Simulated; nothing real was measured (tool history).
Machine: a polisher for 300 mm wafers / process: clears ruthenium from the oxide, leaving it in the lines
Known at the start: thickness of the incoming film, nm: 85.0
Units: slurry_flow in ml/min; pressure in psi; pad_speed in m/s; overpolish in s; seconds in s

run,day,slurry_flow,pressure,pad_speed,overpolish,seconds
1,0,310,1.9,0.96,5,94.98
2,0.229,310,1.9,1.06,5,88.154
3,0.525,310,1.9,1.06,5,83.397
4,0.775,270,1.9,1.06,5,86.245
5,0.908,270,1.7,1.04,5,91.646
6,1.146,270,1.7,1.24,5,78.339
7,1.496,270,1.5,1.14,5,90.514
8,1.633,270,1.4,1.06,5,103.41

Predict the results of run 9:
9,1.842,270,1.3,1,5,?

Run 9 yielded seconds 113.52 s.
